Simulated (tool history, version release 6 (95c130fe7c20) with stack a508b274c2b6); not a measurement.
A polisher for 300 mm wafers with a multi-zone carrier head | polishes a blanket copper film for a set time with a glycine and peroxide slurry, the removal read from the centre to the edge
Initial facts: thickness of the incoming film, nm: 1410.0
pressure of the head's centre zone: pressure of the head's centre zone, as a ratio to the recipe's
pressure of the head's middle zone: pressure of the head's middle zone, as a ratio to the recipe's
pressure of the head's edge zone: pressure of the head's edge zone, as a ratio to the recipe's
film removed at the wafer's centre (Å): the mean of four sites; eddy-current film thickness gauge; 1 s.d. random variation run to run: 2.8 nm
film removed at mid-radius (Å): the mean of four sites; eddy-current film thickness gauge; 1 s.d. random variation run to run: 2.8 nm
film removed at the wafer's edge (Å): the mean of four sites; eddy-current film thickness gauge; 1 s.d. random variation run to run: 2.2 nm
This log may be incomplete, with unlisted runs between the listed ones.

run,hour,flow of slurry (ml/min),pressure of the head's centre zone,pressure of the head's middle zone,pressure of the head's edge zone,polishing time (s),film removed at the wafer's centre (Å),film removed at mid-radius (Å),film removed at the wafer's edge (Å)
1,0,225,1,1,1,50,2476.6,2485.2,2575.2
2,6.9,225,0.94,1,1,50,2314.3,2462.1,2570.1
3,8.7,230,0.95,1.01,1.02,50,2334.8,2478.2,2583.3
4,17,235,0.96,1.02,1.03,50,2408.2,2530.1,2612.1
5,18.7,240,0.96,1.03,1.04,50,2375.9,2527.7,2623
6,25.3,240,0.96,1.06,1.04,50,2410.2,2596.4,2637

For run 7, what comes out?
# hour 28.2: edge zone pressure recalibrated
7,28.2,245,0.96,1.07,1.05,50,?,?,?

film removed at the wafer's centre (Å): 2399.5
film removed at mid-radius (Å): 2636.5
film removed at the wafer's edge (Å): 2483.2
